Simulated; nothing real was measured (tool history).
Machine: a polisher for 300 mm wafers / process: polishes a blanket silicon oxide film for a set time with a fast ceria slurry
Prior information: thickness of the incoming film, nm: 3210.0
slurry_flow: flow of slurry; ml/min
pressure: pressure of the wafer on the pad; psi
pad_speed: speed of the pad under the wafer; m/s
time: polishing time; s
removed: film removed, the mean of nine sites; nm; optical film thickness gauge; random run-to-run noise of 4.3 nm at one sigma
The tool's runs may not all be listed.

{"run": 1, "hour": 0.0, "slurry_flow": 185, "pressure": 2.5, "pad_speed": 0.9, "time": 34, "removed": 440.44}
{"run": 2, "hour": 4.3, "slurry_flow": 185, "pressure": 2.5, "pad_speed": 0.9, "time": 34, "removed": 438.55}
{"run": 3, "hour": 8.6, "slurry_flow": 185, "pressure": 2.5, "pad_speed": 1.06, "time": 34, "removed": 494.83}
{"run": 4, "hour": 9.3, "slurry_flow": 185, "pressure": 2.2, "pad_speed": 1.06, "time": 34, "removed": 461.17}
{"run": 5, "hour": 15.9, "slurry_flow": 185, "pressure": 1.8, "pad_speed": 1.06, "time": 34, "removed": 415.8}
{"run": 6, "hour": 19.8, "slurry_flow": 210, "pressure": 1.8, "pad_speed": 1.06, "time": 34, "removed": 416.01}

For run 7, what comes out?
{"run": 7, "hour": 21.2, "slurry_flow": 210, "pressure": 2.1, "pad_speed": 1.06, "time": 34, "removed": "?"}

For run 7 the tool returned removed 458.72 nm.
